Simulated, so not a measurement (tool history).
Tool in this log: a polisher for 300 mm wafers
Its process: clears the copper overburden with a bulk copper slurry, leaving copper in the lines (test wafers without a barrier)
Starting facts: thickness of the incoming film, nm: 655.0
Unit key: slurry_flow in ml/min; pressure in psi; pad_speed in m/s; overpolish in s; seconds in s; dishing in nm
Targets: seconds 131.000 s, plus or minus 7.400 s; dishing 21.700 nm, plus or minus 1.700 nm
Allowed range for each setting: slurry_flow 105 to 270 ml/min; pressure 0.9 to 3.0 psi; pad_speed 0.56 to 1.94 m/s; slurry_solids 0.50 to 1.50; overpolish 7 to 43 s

run 1 day=0.000 | slurry_flow=175 pressure=1.9 pad_speed=1.24 slurry_solids=1.00 overpolish=22 | seconds=99.988 dishing=43.474
run 2 day=0.133 | slurry_flow=175 pressure=1.9 pad_speed=1.24 slurry_solids=1.00 overpolish=26 | seconds=99.195 dishing=44.918
run 3 day=0.379 | slurry_flow=175 pressure=1.5 pad_speed=1.24 slurry_solids=1.00 overpolish=26 | seconds=121.620 dishing=41.219
run 4 day=0.542 | slurry_flow=175 pressure=1.4 pad_speed=1.28 slurry_solids=1.00 overpolish=22 | seconds=131.950 dishing=39.934
run 5 day=0.696 | slurry_flow=175 pressure=1.4 pad_speed=1.28 slurry_solids=1.00 overpolish=28 | seconds=130.740 dishing=41.543
run 6 day=0.912 | slurry_flow=175 pressure=1.4 pad_speed=1.12 slurry_solids=1.00 overpolish=28 | seconds=145.500 dishing=41.456
run 7 day=1.108 | slurry_flow=160 pressure=1.3 pad_speed=1.26 slurry_solids=0.90 overpolish=24 | seconds=141.170 dishing=38.696
run 8 day=1.417 | slurry_flow=110 pressure=0.9 pad_speed=1.62 slurry_solids=0.65 overpolish=14 | seconds=186.110 dishing=26.657
run 9 day=1.788 | slurry_flow=110 pressure=1.0 pad_speed=1.68 slurry_solids=0.60 overpolish=13 | seconds=167.390 dishing=26.233
run 10 day=1.933 | slurry_flow=110 pressure=1.0 pad_speed=1.74 slurry_solids=0.60 overpolish=12 | seconds=158.880 dishing=26.247
run 11 day=1.996 | slurry_flow=140 pressure=0.9 pad_speed=1.94 slurry_solids=0.80 overpolish=7 | seconds=141.050 dishing=19.169

Below are 4 possible settings for the next run. Only one of them brings all results inside the allowed miss of their targets. Which is it?
run A day=2.058 | slurry_flow=165 pressure=0.9 pad_speed=1.82 slurry_solids=0.75 overpolish=9 | seconds=? dishing=?
run B day=2.058 | slurry_flow=125 pressure=1.3 pad_speed=1.46 slurry_solids=0.90 overpolish=7 | seconds=? dishing=?
run C day=2.058 | slurry_flow=115 pressure=1.2 pad_speed=1.62 slurry_solids=0.55 overpolish=7 | seconds=? dishing=?
run D day=2.058 | slurry_flow=145 pressure=0.9 pad_speed=1.82 slurry_solids=0.75 overpolish=7 | seconds=? dishing=?

move=A seconds=152.400 dishing=21.901
move=B seconds=132.600 dishing=20.700
move=C seconds=147.600 dishing=19.055
move=D seconds=155.030 dishing=18.096
A: brings the last run's worst result on target, with another outside its allowed miss
B: every result within its allowed miss
C: moves away from the targets compared with the last run
D: moves away from the targets compared with the last run
Correct choice: B, which meets every target

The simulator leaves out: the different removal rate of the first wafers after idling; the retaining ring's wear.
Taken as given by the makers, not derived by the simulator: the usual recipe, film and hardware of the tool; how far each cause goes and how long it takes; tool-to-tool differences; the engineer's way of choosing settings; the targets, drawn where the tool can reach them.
